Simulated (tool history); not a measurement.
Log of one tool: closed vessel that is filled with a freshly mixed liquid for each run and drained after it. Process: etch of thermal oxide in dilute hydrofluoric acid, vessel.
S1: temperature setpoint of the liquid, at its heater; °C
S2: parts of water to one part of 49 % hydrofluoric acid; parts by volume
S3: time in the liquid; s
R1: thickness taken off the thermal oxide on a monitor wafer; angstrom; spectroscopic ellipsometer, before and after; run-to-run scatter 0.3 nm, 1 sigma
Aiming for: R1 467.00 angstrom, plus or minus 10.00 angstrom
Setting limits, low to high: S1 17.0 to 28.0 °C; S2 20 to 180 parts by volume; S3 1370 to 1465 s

run 1 hour=0.0 | S1=20.0 S2=100 S3=1370 | R1=549.87
run 2 hour=5.7 | S1=20.0 S2=100 S3=1465 | R1=596.84
run 3 hour=14.2 | S1=20.0 S2=85 S3=1465 | R1=703.94
run 4 hour=22.8 | S1=17.0 S2=85 S3=1465 | R1=628.01
run 5 hour=27.5 | S1=20.0 S2=85 S3=1465 | R1=716.88
run 6 hour=32.0 | S1=18.5 S2=85 S3=1465 | R1=665.28
run 7 hour=35.2 | S1=18.0 S2=95 S3=1465 | R1=575.64
run 8 hour=42.8 | S1=17.5 S2=100 S3=1465 | R1=525.59
run 9 hour=45.7 | S1=17.0 S2=105 S3=1465 | R1=493.87

Below are 4 possible settings for the next run. Only one of them brings all results inside the allowed miss of their targets. Which is it?
run A hour=48.6 | S1=18.0 S2=115 S3=1420 | R1=?
run B hour=48.6 | S1=17.0 S2=115 S3=1440 | R1=?
run C hour=48.6 | S1=17.5 S2=90 S3=1370 | R1=?
run D hour=48.6 | S1=17.5 S2=110 S3=1415 | R1=?

move=A R1=450.54
move=B R1=438.26
move=C R1=558.45
move=D R1=462.10
A: moves the result that the last run missed by most past its target, out the other side
B: moves the result that the last run missed by most past its target, out the other side
C: the biggest miss grows against the last run
D: all results land within tolerance of their targets
The move that meets every target is D.
